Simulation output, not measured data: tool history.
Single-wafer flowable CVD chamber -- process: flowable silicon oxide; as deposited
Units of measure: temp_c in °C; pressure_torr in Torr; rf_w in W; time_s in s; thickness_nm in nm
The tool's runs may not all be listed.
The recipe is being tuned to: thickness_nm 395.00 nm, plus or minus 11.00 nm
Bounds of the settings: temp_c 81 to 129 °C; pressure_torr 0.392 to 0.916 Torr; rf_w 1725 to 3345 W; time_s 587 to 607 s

run,hour,temp_c,pressure_torr,rf_w,time_s,thickness_nm
1,0.0,105,0.654,2535,587,242.55
2,2.2,105,0.654,2415,587,241.95
3,6.3,105,0.654,2155,587,239.92
4,13.6,102,0.655,2155,587,262.10
5,16.0,99,0.656,2155,587,291.23
6,18.5,97,0.656,2155,587,310.60
7,24.2,96,0.656,2155,587,317.24
8,26.2,88,0.658,2155,587,413.87

Below are 5 possible settings for the next run. Only one of them brings all results inside the allowed miss of their targets. Which is it?
A,28.2,87,0.642,2070,599,?
B,28.2,81,0.558,2035,607,?
C,28.2,85,0.630,2195,595,?
D,28.2,88,0.640,2455,607,?
E,28.2,87,0.620,2070,587,?

move,thickness_nm
A,419.85
B,440.36
C,435.97
D,419.72
E,397.89
A: misses by more than the last run did
B: misses by more than the last run did
C: misses by more than the last run did
D: misses by more than the last run did
E: in spec on every target
The right move is E.

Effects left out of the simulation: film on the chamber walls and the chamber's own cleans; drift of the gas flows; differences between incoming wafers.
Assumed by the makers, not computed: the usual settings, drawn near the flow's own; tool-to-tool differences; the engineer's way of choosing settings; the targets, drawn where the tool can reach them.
